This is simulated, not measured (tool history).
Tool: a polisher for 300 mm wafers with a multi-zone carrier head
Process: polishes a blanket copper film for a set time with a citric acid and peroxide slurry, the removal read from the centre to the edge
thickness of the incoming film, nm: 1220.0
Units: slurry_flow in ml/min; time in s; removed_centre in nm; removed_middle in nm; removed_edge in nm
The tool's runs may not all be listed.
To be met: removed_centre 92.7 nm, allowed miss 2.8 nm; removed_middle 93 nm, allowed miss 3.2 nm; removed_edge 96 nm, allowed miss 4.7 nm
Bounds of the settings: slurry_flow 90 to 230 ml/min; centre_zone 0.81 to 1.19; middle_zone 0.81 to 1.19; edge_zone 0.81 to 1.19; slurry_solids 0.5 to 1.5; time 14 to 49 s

run	hour	slurry_flow	centre_zone	middle_zone	edge_zone	slurry_solids	time	removed_centre	removed_middle	removed_edge
1	0	150	1	1	1	1	31	74.514	74.538	73.618
2	5	150	1	1	1	1.1	31	75.408	77.27	75.591
3	12.5	160	1.02	1	1.04	1.2	31	79.909	78.435	81.518
4	16.9	160	1.09	1	1.04	1.2	31	83.015	78.992	82.574
5	25.1	160	1.05	1	1.04	1.2	31	81.939	79.378	81.202
# hour 30.6: worn pad replaced by a new one
6	30.6	160	1.05	1.08	1.04	1.2	31	86.955	88.596	86.143
7	37.3	165	1.05	1.08	1.06	1.2	31	87.479	89.979	86.973
8	44	170	1.06	1.08	1.09	1.2	31	89.186	91.314	89.636
9	45.8	175	1.07	1.08	1.11	1.2	31	89.65	90.352	89.717
10	47.3	180	1.07	1.08	1.13	1.2	31	91.015	90.723	90.552

4 next moves are on the table. One of them brings every result within its allowed miss. Which?
A	48.8	95	1.05	0.97	1.19	1.35	34	?	?	?
B	48.8	200	1.19	1.02	1.16	1.3	29	?	?	?
C	48.8	225	1.17	1.13	1	1.05	30	?	?	?
D	48.8	150	1.07	1.07	1.19	1.5	31	?	?	?

move	removed_centre	removed_middle	removed_edge
A	91.583	88.198	98.297
B	96.101	85.129	87.644
C	94.053	91.701	80.864
D	93.422	94.883	95.93
A: brings the result that was furthest off to its target, and leaves another outside
B: further off than the last run
C: further off than the last run
D: meets every target
The right move is D.

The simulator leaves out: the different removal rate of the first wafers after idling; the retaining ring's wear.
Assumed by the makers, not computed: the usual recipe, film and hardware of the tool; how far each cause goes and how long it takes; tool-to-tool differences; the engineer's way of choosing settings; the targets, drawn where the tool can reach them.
